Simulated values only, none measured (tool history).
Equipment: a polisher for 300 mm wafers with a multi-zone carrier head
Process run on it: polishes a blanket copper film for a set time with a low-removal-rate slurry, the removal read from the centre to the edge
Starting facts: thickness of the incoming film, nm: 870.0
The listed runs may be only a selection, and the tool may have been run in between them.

run  hour  flow of slurry (ml/min)  pressure of the head's centre zone  pressure of the head's middle zone  pressure of the head's edge zone  abrasive content of the slurry  polishing time (s)  film removed at the wafer's centre (nm)  film removed at mid-radius (nm)  film removed at the wafer's edge (nm)
  1     0                      165                                   1                                   1                                 1                               1                  71                                   254.22                            256.9                                 256.95
  2   4.6                      165                                   1                                   1                              0.94                               1                  71                                   254.54                           260.71                                 248.97
  3   8.4                      160                                0.99                                0.98                              0.93                            0.95                  69                                   240.55                           247.84                                  236.3
  4  12.6                      160                                0.99                                0.98                              0.93                            0.95                  75                                   261.17                            268.6                                 261.13
  5  20.4                      160                                0.94                                0.98                              0.93                            0.95                  75                                   254.28                           260.42                                  263.7
  6    21                      160                                0.98                                0.98                              0.93                            0.95                  75                                   258.73                           261.31                                 259.37
  7  27.9                      155                                0.97                                0.97                              0.92                             0.9                  72                                   245.91                           250.48                                 242.14
  8  35.2                      150                                0.95                                0.96                              0.93                            0.85                  69                                   228.62                           227.45                                 230.34
  9  36.8                      120                                0.85                                0.97                              0.83                             0.6                  53                                    145.6                           163.87                                 158.93

Expected results for the next run?
 10  37.6                      125                                0.85                                0.96                              0.84                             0.6                  53                                        ?                                ?                                      ?

{"run 10": {"film removed at the wafer's centre (nm)": 147.58, "film removed at mid-radius (nm)": 165.39, "film removed at the wafer's edge (nm)": 159.06}}

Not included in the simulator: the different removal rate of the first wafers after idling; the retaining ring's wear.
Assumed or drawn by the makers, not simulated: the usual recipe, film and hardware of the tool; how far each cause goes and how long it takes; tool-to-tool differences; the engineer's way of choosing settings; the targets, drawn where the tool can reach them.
